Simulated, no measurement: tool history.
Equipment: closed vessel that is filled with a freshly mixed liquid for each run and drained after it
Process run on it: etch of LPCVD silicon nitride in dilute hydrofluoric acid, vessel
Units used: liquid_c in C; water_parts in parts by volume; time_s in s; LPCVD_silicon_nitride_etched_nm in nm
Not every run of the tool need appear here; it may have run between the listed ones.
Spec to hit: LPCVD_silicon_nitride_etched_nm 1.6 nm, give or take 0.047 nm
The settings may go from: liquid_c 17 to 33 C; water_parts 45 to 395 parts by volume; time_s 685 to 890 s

run	hour	liquid_c	water_parts	time_s	LPCVD_silicon_nitride_etched_nm
1	0	25	220	890	2.0921
2	5.3	23.5	220	890	1.9104
3	14.2	22.5	220	890	1.8253
4	20.6	22	220	890	1.7494
5	29.2	25	220	890	2.1004
6	33.6	28.5	220	890	2.5759
7	42.5	26	220	890	2.2078
8	50.8	24.5	220	890	2.0221
9	56.4	23.5	220	890	1.8931

5 next moves are on the table. One of them brings every result within its allowed miss. Which?
A	62	24.5	220	755	?
B	62	22.5	235	850	?
C	62	24	215	755	?
D	62	24	250	760	?
E	62	23.5	270	855	?

move	LPCVD_silicon_nitride_etched_nm
A	1.7216
B	1.6013
C	1.7069
D	1.4798
E	1.4957
A: closes in on the targets versus the last run, not all within tolerance yet
B: every result lands within tolerance
C: closes in on the targets versus the last run, not all within tolerance yet
D: takes the result that was furthest off past its target
E: takes the result that was furthest off past its target
So the answer is move B, the one that meets all the targets.
